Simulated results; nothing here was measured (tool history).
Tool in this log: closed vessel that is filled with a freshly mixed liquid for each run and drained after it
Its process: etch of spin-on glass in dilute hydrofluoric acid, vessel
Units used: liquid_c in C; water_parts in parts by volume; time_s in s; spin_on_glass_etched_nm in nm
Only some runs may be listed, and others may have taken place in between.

| run | hour | liquid_c | water_parts | time_s | spin_on_glass_etched_nm |
|---|---|---|---|---|---|
| 1 | 0 | 22 | 220 | 30 | 3.3469 |
| 2 | 4.7 | 22 | 170 | 30 | 4.5476 |
| 3 | 9.6 | 20.5 | 200 | 30 | 3.5538 |
| 4 | 14.8 | 20.5 | 275 | 30 | 2.4015 |
| 5 | 17 | 20.5 | 240 | 30 | 2.8661 |
| 6 | 26.3 | 23 | 240 | 30 | 3.0769 |
| 7 | 29.9 | 21.5 | 250 | 30 | 2.7893 |

For run 8, what comes out?
| 8 | 37.3 | 17.5 | 275 | 30 | ? |

spin_on_glass_etched_nm: 2.1362 nm

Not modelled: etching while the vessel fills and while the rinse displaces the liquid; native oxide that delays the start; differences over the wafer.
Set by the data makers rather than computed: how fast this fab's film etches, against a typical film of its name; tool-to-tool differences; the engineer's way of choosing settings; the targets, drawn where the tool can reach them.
